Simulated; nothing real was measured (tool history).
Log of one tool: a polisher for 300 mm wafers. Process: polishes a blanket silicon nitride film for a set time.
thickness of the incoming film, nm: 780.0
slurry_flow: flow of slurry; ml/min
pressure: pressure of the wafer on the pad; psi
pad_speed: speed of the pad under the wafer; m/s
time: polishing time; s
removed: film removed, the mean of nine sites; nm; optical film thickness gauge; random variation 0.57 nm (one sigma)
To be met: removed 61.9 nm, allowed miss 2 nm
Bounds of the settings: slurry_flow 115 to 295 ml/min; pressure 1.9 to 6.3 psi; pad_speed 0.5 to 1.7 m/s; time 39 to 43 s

run,day,slurry_flow,pressure,pad_speed,time,removed
1,0,190,4.1,1.1,43,84.494
2,0.346,190,5,1.1,43,100.37
3,0.392,190,4.6,1.1,43,92.801
4,0.633,190,4.3,1.1,43,88.492
5,0.808,190,4.3,1.1,39,78.464
6,0.942,220,4.3,1.1,39,79.077
7,1.092,220,4.1,1.1,39,76.463
8,1.308,220,3.9,1.1,39,72.826
9,1.65,205,3.2,1.1,39,59.493

Which of these 4 next moves meets every target?
A,1.992,220,3.1,1.04,43,?
B,1.992,215,2.7,1.32,39,?
C,1.992,185,3.2,1.18,43,?
D,1.992,180,3.1,1.1,39,?

move,removed
A,60.767
B,58.308
C,68.223
D,56.592
A: meets every target
B: further off than the last run
C: takes the result that was furthest off past its target
D: further off than the last run
The right move is A.
